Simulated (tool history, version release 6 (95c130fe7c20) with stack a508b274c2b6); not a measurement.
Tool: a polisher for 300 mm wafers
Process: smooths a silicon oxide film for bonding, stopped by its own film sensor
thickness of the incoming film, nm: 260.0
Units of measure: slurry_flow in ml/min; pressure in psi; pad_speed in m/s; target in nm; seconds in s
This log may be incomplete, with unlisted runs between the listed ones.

Run 1, hour 0: slurry_flow 315 ml/min, pressure 2.5 psi, pad_speed 0.88 m/s, slurry_solids 1, target 198 nm. Result: seconds 69.927 s.
Run 2, hour 3.1: slurry_flow 315 ml/min, pressure 2.5 psi, pad_speed 0.78 m/s, slurry_solids 1, target 198 nm. Result: seconds 76.599 s.
Run 3, hour 8.1: slurry_flow 315 ml/min, pressure 2.5 psi, pad_speed 0.88 m/s, slurry_solids 1, target 198 nm. Result: seconds 69.017 s.
Run 4, hour 9.5: slurry_flow 315 ml/min, pressure 2.5 psi, pad_speed 0.88 m/s, slurry_solids 1, target 198 nm. Result: seconds 70.589 s.
Run 5, hour 14.5: slurry_flow 315 ml/min, pressure 1.9 psi, pad_speed 0.88 m/s, slurry_solids 1, target 198 nm. Result: seconds 88.311 s.
Run 6, hour 20.7: slurry_flow 315 ml/min, pressure 1.9 psi, pad_speed 0.88 m/s, slurry_solids 1, target 198 nm. Result: seconds 87.87 s.

Run 7 is up next; what results do you expect?
Run 7, hour 27.6: slurry_flow 315 ml/min, pressure 1.8 psi, pad_speed 0.88 m/s, slurry_solids 1, target 198 nm. Result: seconds ?.

Logged for run 7: seconds 93.543 s.

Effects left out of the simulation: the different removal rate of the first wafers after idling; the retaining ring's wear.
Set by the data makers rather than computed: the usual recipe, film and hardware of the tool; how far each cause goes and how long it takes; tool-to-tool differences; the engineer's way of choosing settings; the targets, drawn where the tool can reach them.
